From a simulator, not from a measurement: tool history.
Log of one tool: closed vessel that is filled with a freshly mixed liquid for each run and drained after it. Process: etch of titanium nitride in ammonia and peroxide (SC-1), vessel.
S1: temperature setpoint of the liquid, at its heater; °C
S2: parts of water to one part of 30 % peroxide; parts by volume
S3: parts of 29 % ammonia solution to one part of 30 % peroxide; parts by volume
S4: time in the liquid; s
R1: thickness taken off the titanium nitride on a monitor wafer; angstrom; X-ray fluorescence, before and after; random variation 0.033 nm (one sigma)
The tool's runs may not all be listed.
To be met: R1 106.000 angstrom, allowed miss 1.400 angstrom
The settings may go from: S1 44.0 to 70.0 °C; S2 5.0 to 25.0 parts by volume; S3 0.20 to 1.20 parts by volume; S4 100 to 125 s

Run 1, day 0.000: S1 60.0 °C, S2 14.0 parts by volume, S3 0.80 parts by volume, S4 125 s. Result: R1 246.020 angstrom.
Run 2, day 0.058: S1 60.0 °C, S2 14.0 parts by volume, S3 0.80 parts by volume, S4 125 s. Result: R1 247.580 angstrom.
Run 3, day 0.312: S1 55.5 °C, S2 14.0 parts by volume, S3 0.80 parts by volume, S4 125 s. Result: R1 183.270 angstrom.
Run 4, day 0.529: S1 62.5 °C, S2 14.0 parts by volume, S3 0.80 parts by volume, S4 125 s. Result: R1 289.160 angstrom.
Run 5, day 0.675: S1 57.5 °C, S2 14.0 parts by volume, S3 0.80 parts by volume, S4 125 s. Result: R1 208.080 angstrom.
Run 6, day 0.917: S1 54.0 °C, S2 14.0 parts by volume, S3 0.80 parts by volume, S4 125 s. Result: R1 165.820 angstrom.
Run 7, day 1.029: S1 54.0 °C, S2 14.0 parts by volume, S3 0.80 parts by volume, S4 125 s. Result: R1 164.960 angstrom.
Run 8, day 1.358: S1 52.0 °C, S2 14.0 parts by volume, S3 0.80 parts by volume, S4 125 s. Result: R1 144.630 angstrom.
Run 9, day 1.412: S1 50.5 °C, S2 14.0 parts by volume, S3 0.80 parts by volume, S4 125 s. Result: R1 131.220 angstrom.
Run 10, day 1.546: S1 49.5 °C, S2 14.0 parts by volume, S3 0.80 parts by volume, S4 125 s. Result: R1 122.290 angstrom.
Run 11, day 1.775: S1 49.0 °C, S2 14.0 parts by volume, S3 0.80 parts by volume, S4 125 s. Result: R1 117.490 angstrom.
Run 12, day 1.942: S1 48.5 °C, S2 14.0 parts by volume, S3 0.80 parts by volume, S4 125 s. Result: R1 113.550 angstrom.
Run 13, day 2.067: S1 47.0 °C, S2 14.0 parts by volume, S3 0.80 parts by volume, S4 125 s. Result: R1 102.420 angstrom.

4 next moves are on the table. One of them brings every result within its allowed miss. Which?
Run A, day 2.192: S1 45.5 °C, S2 10.5 parts by volume, S3 0.75 parts by volume, S4 125 s. Result: R1 ?.
Run B, day 2.192: S1 49.0 °C, S2 14.0 parts by volume, S3 0.85 parts by volume, S4 105 s. Result: R1 ?.
Run C, day 2.192: S1 46.5 °C, S2 15.0 parts by volume, S3 1.10 parts by volume, S4 120 s. Result: R1 ?.
Run D, day 2.192: S1 48.0 °C, S2 15.5 parts by volume, S3 0.75 parts by volume, S4 120 s. Result: R1 ?.

move       R1
   A  106.030
   B  100.020
   C   96.552
   D   98.840
A: meets every target
B: further off than the last run
C: further off than the last run
D: further off than the last run
Answer: A

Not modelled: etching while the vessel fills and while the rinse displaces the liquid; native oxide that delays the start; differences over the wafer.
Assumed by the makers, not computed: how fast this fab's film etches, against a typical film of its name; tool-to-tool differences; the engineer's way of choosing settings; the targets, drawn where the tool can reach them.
